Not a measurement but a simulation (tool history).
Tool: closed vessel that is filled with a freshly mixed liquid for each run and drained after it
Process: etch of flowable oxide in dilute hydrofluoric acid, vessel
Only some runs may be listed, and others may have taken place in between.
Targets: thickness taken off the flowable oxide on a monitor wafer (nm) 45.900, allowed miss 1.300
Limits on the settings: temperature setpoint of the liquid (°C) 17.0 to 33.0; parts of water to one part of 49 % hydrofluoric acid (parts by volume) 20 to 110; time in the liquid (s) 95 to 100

run    day  temperature setpoint of the liquid (°C)  parts of water to one part of 49 % hydrofluoric acid (parts by volume)  time in the liquid (s)  thickness taken off the flowable oxide on a monitor wafer (nm)
  1  0.000                                     25.0                                                                      60                      95                                                          98.780
  2  0.279                                     25.0                                                                      60                     100                                                         103.270
  3  0.346                                     23.5                                                                      65                     100                                                          91.170
  4  0.417                                     22.0                                                                      70                     100                                                          78.024
  5  0.454                                     22.0                                                                      70                      95                                                          72.306
  6  0.679                                     25.0                                                                      70                      95                                                          83.176
  7  0.996                                     25.0                                                                      70                      95                                                          82.464
  8  1.154                                     21.0                                                                      90                      95                                                          53.893
  9  1.479                                     20.0                                                                      90                      95                                                          51.083
 10  1.671                                     19.5                                                                      90                      95                                                          49.871
 11  2.008                                     19.0                                                                      90                      95                                                          49.002
 12  2.229                                     18.5                                                                      90                      95                                                          48.639
 13  2.429                                     18.0                                                                      90                      95                                                          47.668

Below are 4 possible settings for the next run. Only one of them brings all results inside the allowed miss of their targets. Which is it?
  A  2.629                                     17.0                                                                      85                      95                                                               ?
  B  2.629                                     17.5                                                                      85                      95                                                               ?
  C  2.629                                     17.5                                                                      95                     100                                                               ?
  D  2.629                                     18.5                                                                      90                      95                                                               ?

move  thickness taken off the flowable oxide on a monitor wafer (nm)
   A                                                          48.233
   B                                                          49.268
   C                                                          45.909
   D                                                          48.271
A: misses by more than the last run did
B: misses by more than the last run did
C: all results in spec
D: misses by more than the last run did
The move that meets every target is C.
